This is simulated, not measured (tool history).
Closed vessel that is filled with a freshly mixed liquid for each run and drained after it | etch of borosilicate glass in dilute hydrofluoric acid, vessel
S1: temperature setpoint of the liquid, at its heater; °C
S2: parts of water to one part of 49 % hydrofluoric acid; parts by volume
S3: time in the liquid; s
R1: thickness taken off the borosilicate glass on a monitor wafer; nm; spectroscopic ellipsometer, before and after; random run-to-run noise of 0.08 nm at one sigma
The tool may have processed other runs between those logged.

| run | day | S1 | S2 | S3 | R1 |
|---|---|---|---|---|---|
| 1 | 0.000 | 26.0 | 265 | 30 | 3.6033 |
| 2 | 0.338 | 27.0 | 250 | 30 | 4.0619 |
| 3 | 0.362 | 27.0 | 250 | 30 | 4.0012 |
| 4 | 0.725 | 27.0 | 250 | 30 | 3.9181 |
| 5 | 1.025 | 27.0 | 210 | 30 | 4.9427 |
| 6 | 1.062 | 27.0 | 265 | 30 | 3.6441 |
| 7 | 1.383 | 27.5 | 250 | 30 | 4.0661 |
| 8 | 1.754 | 28.0 | 240 | 30 | 4.3952 |
| 9 | 2.092 | 28.5 | 230 | 30 | 4.7480 |
| 10 | 2.125 | 29.0 | 225 | 30 | 4.9270 |
| 11 | 2.446 | 29.5 | 220 | 30 | 5.1540 |
| 12 | 2.554 | 30.0 | 215 | 30 | 5.3284 |
| 13 | 2.700 | 30.5 | 210 | 30 | 5.6275 |
| 14 | 2.942 | 31.0 | 205 | 30 | 5.9583 |
| 15 | 3.017 | 31.5 | 200 | 30 | 6.1334 |
| 16 | 3.217 | 31.5 | 195 | 30 | 6.4037 |
| 17 | 3.242 | 32.0 | 190 | 30 | 6.6046 |
| 18 | 3.296 | 32.0 | 190 | 30 | 6.7159 |

Estimate the outcome of run 19 from the log above:
| 19 | 3.504 | 34.0 | 155 | 30 | ? |

Logged for run 19: R1 9.1906 nm.

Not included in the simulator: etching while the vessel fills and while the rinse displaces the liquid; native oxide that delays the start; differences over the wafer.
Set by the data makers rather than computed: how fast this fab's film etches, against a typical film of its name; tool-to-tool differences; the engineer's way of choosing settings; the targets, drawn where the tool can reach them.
